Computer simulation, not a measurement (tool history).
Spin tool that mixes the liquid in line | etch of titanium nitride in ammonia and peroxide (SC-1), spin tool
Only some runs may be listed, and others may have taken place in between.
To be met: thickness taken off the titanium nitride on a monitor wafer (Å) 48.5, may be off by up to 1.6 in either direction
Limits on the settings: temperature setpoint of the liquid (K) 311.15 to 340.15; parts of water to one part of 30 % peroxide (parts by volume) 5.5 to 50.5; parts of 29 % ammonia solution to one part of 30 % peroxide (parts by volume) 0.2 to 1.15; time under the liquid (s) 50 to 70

| run | hour | temperature setpoint of the liquid (K) | parts of water to one part of 30 % peroxide (parts by volume) | parts of 29 % ammonia solution to one part of 30 % peroxide (parts by volume) | time under the liquid (s) | thickness taken off the titanium nitride on a monitor wafer (Å) |
|---|---|---|---|---|---|---|
| 1 | 0 | 324.15 | 28 | 0.65 | 70 | 21.853 |
| 2 | 3 | 326.65 | 28 | 0.65 | 70 | 25.672 |
| 3 | 10.6 | 320.65 | 28 | 0.65 | 70 | 17.185 |
| 4 | 19.1 | 324.15 | 28 | 0.65 | 70 | 21.729 |
| 5 | 21.1 | 329.65 | 28 | 0.65 | 70 | 31.707 |
| 6 | 29.3 | 329.65 | 20.5 | 0.65 | 70 | 37.423 |
| 7 | 31 | 330.65 | 20.5 | 0.65 | 70 | 40.433 |
| 8 | 31.9 | 331.15 | 20.5 | 0.65 | 70 | 40.887 |
| 9 | 38.2 | 331.65 | 20.5 | 0.65 | 70 | 43.288 |

5 candidate next runs follow, results not yet known. Just one meets every target within its allowed miss. Identify it.
| A | 44.5 | 334.15 | 23 | 0.55 | 70 | ? |
| B | 44.5 | 333.15 | 21.5 | 0.55 | 70 | ? |
| C | 44.5 | 329.15 | 23 | 0.75 | 70 | ? |
| D | 44.5 | 332.65 | 21 | 0.65 | 70 | ? |
| E | 44.5 | 333.65 | 20 | 0.55 | 70 | ? |

| move | thickness taken off the titanium nitride on a monitor wafer (Å) |
|---|---|
| A | 45.88 |
| B | 44.634 |
| C | 34.897 |
| D | 45.131 |
| E | 48.019 |
A: nearer the targets than the last run, but a result is still out of spec
B: nearer the targets than the last run, but a result is still out of spec
C: the biggest miss grows against the last run
D: nearer the targets than the last run, but a result is still out of spec
E: all results in spec
Answer: E

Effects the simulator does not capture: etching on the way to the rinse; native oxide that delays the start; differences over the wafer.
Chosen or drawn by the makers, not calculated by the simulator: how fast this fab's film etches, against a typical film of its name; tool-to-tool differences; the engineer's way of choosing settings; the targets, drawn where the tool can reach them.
